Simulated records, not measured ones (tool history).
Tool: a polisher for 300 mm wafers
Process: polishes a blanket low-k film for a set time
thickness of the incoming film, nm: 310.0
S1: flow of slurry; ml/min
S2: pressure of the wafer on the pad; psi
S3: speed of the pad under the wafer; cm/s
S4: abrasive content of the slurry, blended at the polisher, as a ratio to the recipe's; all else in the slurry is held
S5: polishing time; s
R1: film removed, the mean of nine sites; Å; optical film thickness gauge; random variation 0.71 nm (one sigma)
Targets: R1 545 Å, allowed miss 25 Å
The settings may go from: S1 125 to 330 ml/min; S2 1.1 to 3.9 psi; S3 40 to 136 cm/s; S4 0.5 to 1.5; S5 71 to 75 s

run  hour   S1   S2  S3  S4  S5      R1
  1     0  210  2.5  88   1  71  341.58
  2   4.5  210  2.5  88   1  71  345.22
  3   7.7  210  2.5  88   1  75  362.07
  4  14.5  170  2.5  88   1  75  359.84
  5  15.6  170  2.5  66   1  75  280.48
  6  19.6  170  2.5  66   1  75  270.06
  7  28.3  170  2.9  70   1  75  335.84
  8  36.7  170  3.2  72   1  75  378.42
  9  44.1  170  3.2  72   1  75  379.61
 10  47.3  170  3.4  74   1  75  415.05
 11  54.8  170  3.5  76   1  75   430.2
 12    57  175  3.6  78   1  75  462.04
 13    61  180  3.7  80   1  75  490.47
 14  65.7  180  3.7  80   1  75  483.09

Which of these 4 next moves meets every target?
  A  70.4  225  3.7  76     1  71   ?
  B  70.4  135  3.6  90   0.7  75   ?
  C  70.4  135  3.4  90  0.95  73   ?
  D  70.4  215  3.9  90   1.1  71   ?

move      R1
   A  438.92
   B  419.07
   C  427.83
   D  542.84
A: further off than the last run
B: further off than the last run
C: further off than the last run
D: meets every target
Move D is the one to make.
